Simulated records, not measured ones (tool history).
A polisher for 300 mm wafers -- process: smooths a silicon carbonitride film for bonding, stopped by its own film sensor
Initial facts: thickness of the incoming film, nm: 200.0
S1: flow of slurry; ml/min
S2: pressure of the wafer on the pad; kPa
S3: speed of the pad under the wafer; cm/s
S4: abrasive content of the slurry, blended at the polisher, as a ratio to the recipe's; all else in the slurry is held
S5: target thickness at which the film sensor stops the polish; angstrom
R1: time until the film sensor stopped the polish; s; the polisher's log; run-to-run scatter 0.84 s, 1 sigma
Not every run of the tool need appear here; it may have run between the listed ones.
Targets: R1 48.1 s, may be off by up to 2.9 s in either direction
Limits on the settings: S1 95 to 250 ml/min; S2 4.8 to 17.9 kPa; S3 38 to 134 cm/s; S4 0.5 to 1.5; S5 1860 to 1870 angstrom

run 1 hour=0 | S1=160 S2=11 S3=86 S4=1 S5=1870 | R1=69.062
run 2 hour=7.5 | S1=160 S2=11 S3=70 S4=1 S5=1870 | R1=81.367
run 3 hour=13.6 | S1=160 S2=11 S3=70 S4=0.9 S5=1870 | R1=86.218
run 4 hour=15.3 | S1=160 S2=11 S3=70 S4=1.1 S5=1870 | R1=81.725
run 5 hour=24.1 | S1=160 S2=8.3 S3=70 S4=1.1 S5=1870 | R1=104.16
run 6 hour=29.8 | S1=160 S2=8.3 S3=70 S4=0.9 S5=1870 | R1=108.88
run 7 hour=37.4 | S1=160 S2=9.7 S3=72 S4=0.9 S5=1870 | R1=92.943
run 8 hour=38.8 | S1=160 S2=9.7 S3=72 S4=0.9 S5=1870 | R1=91.299
run 9 hour=47.4 | S1=160 S2=10.3 S3=72 S4=0.9 S5=1870 | R1=86.515
run 10 hour=50.3 | S1=160 S2=11 S3=72 S4=0.9 S5=1870 | R1=80.309
run 11 hour=57.2 | S1=160 S2=11 S3=72 S4=0.9 S5=1870 | R1=80.707
run 12 hour=59.4 | S1=160 S2=11.7 S3=72 S4=0.9 S5=1870 | R1=77.352
run 13 hour=61.1 | S1=160 S2=15.2 S3=80 S4=0.9 S5=1870 | R1=54.489

Exercise: of the 5 proposed moves below, exactly one satisfies all targets within the stated allowed misses. Which move is it?
run A hour=62.8 | S1=155 S2=10.3 S3=110 S4=1.3 S5=1870 | R1=?
run B hour=62.8 | S1=170 S2=14.5 S3=90 S4=1.05 S5=1860 | R1=?
run C hour=62.8 | S1=165 S2=13.8 S3=80 S4=0.95 S5=1860 | R1=?
run D hour=62.8 | S1=175 S2=16.5 S3=70 S4=1 S5=1870 | R1=?
run E hour=62.8 | S1=105 S2=17.2 S3=88 S4=0.95 S5=1870 | R1=?

move=A R1=55.225
move=B R1=53.166
move=C R1=63.729
move=D R1=53.603
move=E R1=48.811
A: lands further from the targets than the last run did
B: nearer than the last run, and not there yet
C: lands further from the targets than the last run did
D: nearer than the last run, and not there yet
E: in spec on every target
E is the move that brings every result within its allowed miss.

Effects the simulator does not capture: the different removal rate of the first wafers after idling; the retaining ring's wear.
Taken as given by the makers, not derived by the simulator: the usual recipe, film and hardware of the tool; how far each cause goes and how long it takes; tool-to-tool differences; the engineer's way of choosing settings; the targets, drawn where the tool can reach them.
